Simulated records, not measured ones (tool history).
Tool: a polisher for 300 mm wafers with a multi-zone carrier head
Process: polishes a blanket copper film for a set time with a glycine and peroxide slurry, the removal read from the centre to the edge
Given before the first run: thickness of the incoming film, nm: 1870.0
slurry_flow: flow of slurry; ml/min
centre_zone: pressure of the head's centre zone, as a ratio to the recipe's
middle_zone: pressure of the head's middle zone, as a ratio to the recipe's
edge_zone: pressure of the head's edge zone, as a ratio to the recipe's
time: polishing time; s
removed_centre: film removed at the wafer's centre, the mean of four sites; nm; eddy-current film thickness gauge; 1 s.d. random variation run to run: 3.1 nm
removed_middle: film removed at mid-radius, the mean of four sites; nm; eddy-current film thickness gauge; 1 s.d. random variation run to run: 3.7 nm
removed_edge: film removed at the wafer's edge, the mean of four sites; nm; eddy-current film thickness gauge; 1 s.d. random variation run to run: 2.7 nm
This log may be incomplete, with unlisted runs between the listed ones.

{"run": 1, "day": 0.0, "slurry_flow": 260, "centre_zone": 1.0, "middle_zone": 1.0, "edge_zone": 1.0, "time": 51, "removed_centre": 357.69, "removed_middle": 357.56, "removed_edge": 359.49}
{"run": 2, "day": 0.133, "slurry_flow": 225, "centre_zone": 1.0, "middle_zone": 1.0, "edge_zone": 1.0, "time": 51, "removed_centre": 349.73, "removed_middle": 347.56, "removed_edge": 359.52}
{"run": 3, "day": 0.404, "slurry_flow": 260, "centre_zone": 1.0, "middle_zone": 1.0, "edge_zone": 1.0, "time": 51, "removed_centre": 358.44, "removed_middle": 367.73, "removed_edge": 364.59}
{"run": 4, "day": 0.758, "slurry_flow": 255, "centre_zone": 1.02, "middle_zone": 0.99, "edge_zone": 0.98, "time": 51, "removed_centre": 361.25, "removed_middle": 352.54, "removed_edge": 361.76}
{"day": 0.946, "done": "slurry nozzle cleaned"}
{"run": 5, "day": 0.946, "slurry_flow": 255, "centre_zone": 0.94, "middle_zone": 0.99, "edge_zone": 0.98, "time": 51, "removed_centre": 355.91, "removed_middle": 382.82, "removed_edge": 371.73}
{"run": 6, "day": 1.275, "slurry_flow": 250, "centre_zone": 0.97, "middle_zone": 0.99, "edge_zone": 0.96, "time": 51, "removed_centre": 357.64, "removed_middle": 371.04, "removed_edge": 367.74}
{"run": 7, "day": 1.329, "slurry_flow": 255, "centre_zone": 1.0, "middle_zone": 0.99, "edge_zone": 0.94, "time": 51, "removed_centre": 377.59, "removed_middle": 374.51, "removed_edge": 362.43}
{"run": 8, "day": 1.704, "slurry_flow": 250, "centre_zone": 1.02, "middle_zone": 0.99, "edge_zone": 0.94, "time": 51, "removed_centre": 383.06, "removed_middle": 376.37, "removed_edge": 365.64}
{"run": 9, "day": 2.025, "slurry_flow": 250, "centre_zone": 1.04, "middle_zone": 0.99, "edge_zone": 0.94, "time": 50, "removed_centre": 377.29, "removed_middle": 373.8, "removed_edge": 357.32}
{"run": 10, "day": 2.308, "slurry_flow": 250, "centre_zone": 1.06, "middle_zone": 0.97, "edge_zone": 0.94, "time": 49, "removed_centre": 382.29, "removed_middle": 358.95, "removed_edge": 355.23}

The next listed run, before its measurement:
{"run": 11, "day": 2.404, "slurry_flow": 250, "centre_zone": 1.08, "middle_zone": 0.96, "edge_zone": 0.94, "time": 48, "removed_centre": "?", "removed_middle": "?", "removed_edge": "?"}

Run 11 came out at removed_centre 380.77 nm, removed_middle 343.26 nm, removed_edge 342.32 nm.
